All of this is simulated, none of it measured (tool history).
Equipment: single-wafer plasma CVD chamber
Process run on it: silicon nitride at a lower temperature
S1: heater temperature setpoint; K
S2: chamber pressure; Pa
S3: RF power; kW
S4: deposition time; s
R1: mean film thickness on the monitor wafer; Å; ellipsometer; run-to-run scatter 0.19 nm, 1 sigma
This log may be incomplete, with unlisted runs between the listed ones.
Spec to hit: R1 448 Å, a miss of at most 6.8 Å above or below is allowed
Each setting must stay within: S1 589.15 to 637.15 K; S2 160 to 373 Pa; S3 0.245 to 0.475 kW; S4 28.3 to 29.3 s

run    day      S1   S2     S3    S4      R1
  1      0  613.15  267   0.36  28.3  393.55
  2  0.162  613.15  267   0.36  29.3  410.49
  3  0.342  605.15  267   0.36  29.3  407.35
  4  0.558  605.15  287  0.365  29.3  425.93
  5  0.683  605.15  295  0.365  29.3  429.01
  6  0.717  605.15  271  0.365  29.3  414.43
  7  0.883  605.15  283  0.365  29.3  422.05
  8    1.1  605.15  292  0.365  29.3  427.64
  9  1.175  605.15  300  0.365  29.3  429.99
 10  1.279  605.15  300  0.365  29.3  428.03
 11  1.404  605.15  309  0.365  29.3  431.81
 12  1.558  605.15  309  0.365  29.3  435.21
 13  1.592  605.15  315  0.365  29.3  437.92

Exactly one of the 4 candidate moves below puts every result within its allowed miss. Which one?
  A  1.625  597.15  241  0.395  29.3   ?
  B  1.625  617.15  347   0.36  28.6   ?
  C  1.625  596.15  325  0.375  28.8   ?
  D  1.625  606.15  303  0.365  28.7   ?

move      R1
   A  424.98
   B  432.31
   C  446.83
   D  423.41
A: moves away from the targets compared with the last run
B: moves away from the targets compared with the last run
C: every result lands within tolerance
D: moves away from the targets compared with the last run
Go with C: it meets all targets.
